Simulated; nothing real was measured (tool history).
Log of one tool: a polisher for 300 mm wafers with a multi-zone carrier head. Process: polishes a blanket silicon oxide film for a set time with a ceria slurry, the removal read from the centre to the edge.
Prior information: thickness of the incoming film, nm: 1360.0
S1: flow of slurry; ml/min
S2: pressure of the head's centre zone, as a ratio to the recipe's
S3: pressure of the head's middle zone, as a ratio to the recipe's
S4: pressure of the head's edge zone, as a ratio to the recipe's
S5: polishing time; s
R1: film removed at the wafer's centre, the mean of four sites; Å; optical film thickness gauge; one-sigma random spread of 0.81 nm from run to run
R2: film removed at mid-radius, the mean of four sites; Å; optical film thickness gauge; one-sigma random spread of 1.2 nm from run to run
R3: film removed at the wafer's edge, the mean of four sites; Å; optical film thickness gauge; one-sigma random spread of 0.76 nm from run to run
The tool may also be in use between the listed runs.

| run | hour | S1 | S2 | S3 | S4 | S5 | R1 | R2 | R3 |
|---|---|---|---|---|---|---|---|---|---|
| 1 | 0 | 175 | 1 | 1 | 1 | 52 | 2174.3 | 2210.6 | 2138.9 |
| 2 | 2.9 | 175 | 0.92 | 1 | 1 | 52 | 2017.2 | 2168.1 | 2154.1 |
| 3 | 8.6 | 175 | 0.92 | 1 | 1 | 43 | 1651.3 | 1817 | 1779.4 |
| 4 | 13.4 | 175 | 0.92 | 1 | 0.92 | 43 | 1668.9 | 1825.1 | 1707.4 |
| 5 | 22.3 | 170 | 0.93 | 0.98 | 0.9 | 39 | 1505.4 | 1613.9 | 1542.2 |
| 6 | 27.5 | 190 | 0.93 | 0.98 | 0.9 | 39 | 1565.7 | 1661.2 | 1572.9 |
| 7 | 33.5 | 180 | 0.94 | 0.97 | 0.88 | 36 | 1439.9 | 1509.9 | 1407.8 |
| 8 | 38.6 | 165 | 0.94 | 0.95 | 0.86 | 35 | 1362.9 | 1376.2 | 1331 |
| 9 | 46 | 165 | 0.94 | 0.95 | 0.86 | 35 | 1357.3 | 1383.9 | 1335.9 |
| 10 | 51.1 | 130 | 0.97 | 0.94 | 0.81 | 30 | 1147.5 | 1128.7 | 1085.6 |

What will run 11 give?
| 11 | 57.6 | 140 | 0.97 | 0.94 | 0.82 | 30 | ? | ? | ? |

R1: 1166.2 Å
R2: 1149.8 Å
R3: 1116.7 Å
